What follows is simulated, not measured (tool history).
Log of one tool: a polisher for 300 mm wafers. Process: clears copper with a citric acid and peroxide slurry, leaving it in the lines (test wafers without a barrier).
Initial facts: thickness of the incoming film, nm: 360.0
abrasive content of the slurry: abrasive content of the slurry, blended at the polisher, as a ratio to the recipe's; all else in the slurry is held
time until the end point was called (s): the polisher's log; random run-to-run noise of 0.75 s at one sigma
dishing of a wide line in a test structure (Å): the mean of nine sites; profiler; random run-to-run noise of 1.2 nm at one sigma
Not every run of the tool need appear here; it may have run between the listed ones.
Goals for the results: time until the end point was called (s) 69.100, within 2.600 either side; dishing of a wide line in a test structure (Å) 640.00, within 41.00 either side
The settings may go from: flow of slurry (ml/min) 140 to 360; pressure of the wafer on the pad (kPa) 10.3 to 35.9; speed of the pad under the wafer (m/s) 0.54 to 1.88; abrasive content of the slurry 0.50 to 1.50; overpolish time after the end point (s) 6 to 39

| run | hour | flow of slurry (ml/min) | pressure of the wafer on the pad (kPa) | speed of the pad under the wafer (m/s) | abrasive content of the slurry | overpolish time after the end point (s) | time until the end point was called (s) | dishing of a wide line in a test structure (Å) |
|---|---|---|---|---|---|---|---|---|
| 1 | 0.0 | 230 | 22.8 | 1.20 | 1.00 | 20 | 105.920 | 465.61 |
| 2 | 5.2 | 230 | 22.8 | 1.06 | 1.00 | 20 | 116.440 | 440.16 |
| 3 | 11.3 | 170 | 22.8 | 1.06 | 1.00 | 20 | 125.820 | 397.46 |
| 4 | 15.9 | 170 | 22.8 | 1.06 | 1.00 | 14 | 123.830 | 298.54 |
| 5 | 20.3 | 170 | 18.6 | 1.06 | 1.00 | 14 | 148.470 | 245.30 |
| 6 | 26.5 | 170 | 18.6 | 1.06 | 1.00 | 19 | 151.870 | 316.69 |
| 7 | 29.4 | 185 | 20.0 | 1.06 | 1.00 | 19 | 138.370 | 345.77 |
| 8 | 30.7 | 200 | 21.4 | 1.06 | 1.00 | 19 | 128.890 | 379.97 |
| 9 | 36.6 | 210 | 22.8 | 1.06 | 1.00 | 19 | 120.010 | 395.93 |
| 10 | 40.7 | 220 | 24.1 | 1.06 | 1.00 | 19 | 111.630 | 417.73 |
| 11 | 42.7 | 220 | 24.1 | 1.06 | 1.00 | 19 | 114.520 | 419.74 |
| 12 | 45.1 | 230 | 25.5 | 1.06 | 1.00 | 19 | 107.570 | 437.44 |
| 13 | 51.0 | 235 | 26.9 | 1.06 | 1.00 | 19 | 100.340 | 459.95 |
| 14 | 55.9 | 240 | 27.6 | 1.06 | 1.00 | 19 | 97.903 | 468.24 |
| 15 | 56.6 | 245 | 28.3 | 1.06 | 1.00 | 19 | 95.843 | 486.64 |
| 16 | 64.6 | 245 | 28.3 | 1.06 | 1.00 | 19 | 93.576 | 492.25 |
| 17 | 73.5 | 250 | 35.2 | 1.08 | 1.00 | 19 | 76.915 | 596.14 |

Exercise: of the 5 proposed moves below, exactly one satisfies all targets within the stated allowed misses. Which move is it?
| A | 82.4 | 240 | 35.2 | 0.92 | 1.10 | 21 | ? | ? |
| B | 82.4 | 205 | 35.9 | 0.96 | 0.95 | 21 | ? | ? |
| C | 82.4 | 230 | 35.9 | 1.34 | 0.80 | 18 | ? | ? |
| D | 82.4 | 250 | 35.9 | 1.10 | 1.20 | 19 | ? | ? |
| E | 82.4 | 225 | 29.0 | 1.30 | 0.80 | 25 | ? | ? |

| move | time until the end point was called (s) | dishing of a wide line in a test structure (Å) |
|---|---|---|
| A | 87.956 | 593.93 |
| B | 87.290 | 598.21 |
| C | 64.383 | 672.85 |
| D | 70.829 | 651.85 |
| E | 81.986 | 706.29 |
A: the biggest miss grows against the last run
B: the biggest miss grows against the last run
C: moves the result that the last run missed by most past its target, out the other side
D: in spec on every target
E: the biggest miss grows against the last run
So the answer is move D, the one that meets all the targets.

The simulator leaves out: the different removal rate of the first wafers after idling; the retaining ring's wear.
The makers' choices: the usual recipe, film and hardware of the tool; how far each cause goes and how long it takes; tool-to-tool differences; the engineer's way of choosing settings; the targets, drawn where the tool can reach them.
